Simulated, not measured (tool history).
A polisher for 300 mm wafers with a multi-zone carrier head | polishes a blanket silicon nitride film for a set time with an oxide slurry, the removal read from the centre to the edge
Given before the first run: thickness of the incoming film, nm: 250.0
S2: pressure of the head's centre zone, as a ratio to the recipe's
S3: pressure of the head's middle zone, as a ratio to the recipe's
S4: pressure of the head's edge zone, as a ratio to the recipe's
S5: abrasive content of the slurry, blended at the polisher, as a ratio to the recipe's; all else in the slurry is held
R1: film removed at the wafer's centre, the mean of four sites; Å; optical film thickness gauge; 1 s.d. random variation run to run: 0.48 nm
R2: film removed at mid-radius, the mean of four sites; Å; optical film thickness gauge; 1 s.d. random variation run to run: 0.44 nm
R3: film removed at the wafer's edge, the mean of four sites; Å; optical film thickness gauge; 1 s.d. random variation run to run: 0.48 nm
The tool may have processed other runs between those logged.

Run 1, hour 0: flow of slurry (ml/min) 205, S2 1, S3 1, S4 1, S5 1, polishing time (s) 57. Result: R1 465.75 Å, R2 456.07 Å, R3 469.38 Å.
Run 2, hour 0.5: flow of slurry (ml/min) 205, S2 0.99, S3 1, S4 0.99, S5 0.95, polishing time (s) 57. Result: R1 435.02 Å, R2 444.2 Å, R3 443.88 Å.
Run 3, hour 3.6: flow of slurry (ml/min) 205, S2 0.98, S3 0.99, S4 0.98, S5 0.9, polishing time (s) 57. Result: R1 424.22 Å, R2 417.5 Å, R3 436.14 Å.
Run 4, hour 9.7: flow of slurry (ml/min) 205, S2 0.98, S3 1.05, S4 0.98, S5 0.9, polishing time (s) 57. Result: R1 413.79 Å, R2 440.06 Å, R3 416.53 Å.
Run 5, hour 18: flow of slurry (ml/min) 205, S2 0.97, S3 1.05, S4 0.97, S5 0.85, polishing time (s) 57. Result: R1 402.98 Å, R2 412.05 Å, R3 400.2 Å.
Run 6, hour 24.6: flow of slurry (ml/min) 205, S2 0.96, S3 1.05, S4 0.96, S5 0.85, polishing time (s) 57. Result: R1 389.07 Å, R2 426.06 Å, R3 403.32 Å.
Run 7, hour 28: flow of slurry (ml/min) 205, S2 0.96, S3 1.05, S4 0.96, S5 0.8, polishing time (s) 57. Result: R1 375.73 Å, R2 399.49 Å, R3 378.36 Å.
Run 8, hour 36: flow of slurry (ml/min) 205, S2 0.95, S3 1.05, S4 0.95, S5 0.8, polishing time (s) 57. Result: R1 355.52 Å, R2 399.04 Å, R3 388.1 Å.
Run 9, hour 38.7: flow of slurry (ml/min) 205, S2 0.95, S3 1.05, S4 0.94, S5 0.8, polishing time (s) 57. Result: R1 364.63 Å, R2 405.22 Å, R3 373.26 Å.

What does the tool deliver on the next run?
Run 10, hour 41.4: flow of slurry (ml/min) 205, S2 0.95, S3 1.04, S4 0.94, S5 0.8, polishing time (s) 57. Result: R1 ?, R2 ?, R3 ?.

Run 10 gave R1 356.23 Å, R2 397.19 Å, R3 374.82 Å.
